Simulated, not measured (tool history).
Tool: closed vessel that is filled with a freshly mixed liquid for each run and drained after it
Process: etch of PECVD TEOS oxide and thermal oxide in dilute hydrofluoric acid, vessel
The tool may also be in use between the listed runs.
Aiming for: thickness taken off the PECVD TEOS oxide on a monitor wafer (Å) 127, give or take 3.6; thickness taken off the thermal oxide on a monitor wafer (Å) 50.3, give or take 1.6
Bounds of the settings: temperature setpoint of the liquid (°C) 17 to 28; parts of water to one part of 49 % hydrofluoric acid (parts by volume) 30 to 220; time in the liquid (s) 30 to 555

run    day  temperature setpoint of the liquid (°C)  parts of water to one part of 49 % hydrofluoric acid (parts by volume)  time in the liquid (s)  thickness taken off the PECVD TEOS oxide on a monitor wafer (Å)  thickness taken off the thermal oxide on a monitor wafer (Å)
  1      0                                       20                                                                     125                     285                                                           210.47                                                         82.92
  2  0.112                                     19.5                                                                     135                     285                                                           191.96                                                        74.131
  3  0.217                                       17                                                                     135                     285                                                           172.48                                                        67.768
  4   0.25                                       17                                                                     135                     330                                                            197.3                                                        79.231
  5  0.358                                       17                                                                     145                     330                                                           182.78                                                        74.174
  6  0.679                                     17.5                                                                     155                     325                                                           171.14                                                        67.646
  7    0.8                                     17.5                                                                     160                     325                                                           165.72                                                        65.983
  8  1.058                                     17.5                                                                     165                     325                                                           158.97                                                         64.12
  9  1.421                                     17.5                                                                     170                     325                                                           153.91                                                        60.653
 10  1.596                                     17.5                                                                     175                     325                                                           148.84                                                        57.939
 11  1.892                                     17.5                                                                     180                     325                                                           145.57                                                        56.261
 12  2.233                                     17.5                                                                     185                     325                                                           138.28                                                        54.801

Which of these 4 next moves meets every target?
  A  2.575                                       18                                                                     165                     290                                                                ?                                                             ?
  B  2.575                                       20                                                                     180                     280                                                                ?                                                             ?
  C  2.575                                     18.5                                                                     160                     275                                                                ?                                                             ?
  D  2.575                                       19                                                                     210                     325                                                                ?                                                             ?

move  thickness taken off the PECVD TEOS oxide on a monitor wafer (Å)  thickness taken off the thermal oxide on a monitor wafer (Å)
   A                                                           144.95                                                        57.675
   B                                                           136.83                                                        54.446
   C                                                           145.34                                                         57.83
   D                                                           127.16                                                        50.596
A: misses by more than the last run did
B: an improvement on the last run, though not all results are within tolerance
C: misses by more than the last run did
D: every result within its allowed miss
Answer: D

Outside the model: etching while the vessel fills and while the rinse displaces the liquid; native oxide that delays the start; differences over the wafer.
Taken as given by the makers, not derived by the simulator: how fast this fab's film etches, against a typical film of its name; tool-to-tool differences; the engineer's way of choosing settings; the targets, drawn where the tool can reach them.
